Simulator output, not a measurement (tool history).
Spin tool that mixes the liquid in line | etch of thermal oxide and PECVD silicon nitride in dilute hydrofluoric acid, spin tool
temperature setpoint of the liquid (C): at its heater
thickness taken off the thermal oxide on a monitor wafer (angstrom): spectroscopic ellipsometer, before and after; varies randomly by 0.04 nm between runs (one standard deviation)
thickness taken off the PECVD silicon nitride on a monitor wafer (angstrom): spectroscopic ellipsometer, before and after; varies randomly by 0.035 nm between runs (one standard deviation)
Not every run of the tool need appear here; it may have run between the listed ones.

| run | hour | temperature setpoint of the liquid (C) | parts of water to one part of 49 % hydrofluoric acid (parts by volume) | time under the liquid (s) | thickness taken off the thermal oxide on a monitor wafer (angstrom) | thickness taken off the PECVD silicon nitride on a monitor wafer (angstrom) |
|---|---|---|---|---|---|---|
| 1 | 0.0 | 25.0 | 50 | 180 | 186.990 | 67.925 |
| 2 | 5.6 | 26.0 | 60 | 180 | 160.250 | 60.567 |
| 3 | 14.4 | 26.0 | 60 | 150 | 132.870 | 50.042 |
| 4 | 22.3 | 26.5 | 70 | 155 | 118.440 | 45.773 |
| 5 | 29.3 | 26.5 | 80 | 155 | 103.020 | 39.516 |
| 6 | 37.2 | 28.0 | 85 | 145 | 95.170 | 39.545 |
| 7 | 42.6 | 28.5 | 85 | 140 | 93.495 | 38.483 |

Run 8 has not been measured yet. What should we expect?
| 8 | 44.9 | 29.0 | 85 | 135 | ? | ? |

{"run 8": {"thickness taken off the thermal oxide on a monitor wafer (angstrom)": 91.503, "thickness taken off the PECVD silicon nitride on a monitor wafer (angstrom)": 38.74}}
